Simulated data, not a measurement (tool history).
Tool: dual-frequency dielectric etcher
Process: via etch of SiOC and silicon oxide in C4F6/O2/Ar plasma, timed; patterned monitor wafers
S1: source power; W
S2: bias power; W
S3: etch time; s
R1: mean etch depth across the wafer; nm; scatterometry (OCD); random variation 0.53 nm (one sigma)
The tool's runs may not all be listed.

| run | hour | S1 | S2 | S3 | R1 |
|---|---|---|---|---|---|
| 1 | 0 | 480 | 225 | 121.5 | 149.31 |
| 2 | 0.7 | 480 | 257 | 121.5 | 157.94 |
| 3 | 4.6 | 480 | 257 | 121.5 | 157.78 |
| 4 | 8.2 | 540 | 257 | 121.5 | 165.46 |
| 5 | 13.9 | 470 | 247 | 121.5 | 153.26 |
| 6 | 22.2 | 390 | 247 | 121.5 | 140.73 |

Forecast run 7:
| 7 | 27.5 | 390 | 247 | 121.5 | ? |

{"run 7": {"R1": 141.03}}

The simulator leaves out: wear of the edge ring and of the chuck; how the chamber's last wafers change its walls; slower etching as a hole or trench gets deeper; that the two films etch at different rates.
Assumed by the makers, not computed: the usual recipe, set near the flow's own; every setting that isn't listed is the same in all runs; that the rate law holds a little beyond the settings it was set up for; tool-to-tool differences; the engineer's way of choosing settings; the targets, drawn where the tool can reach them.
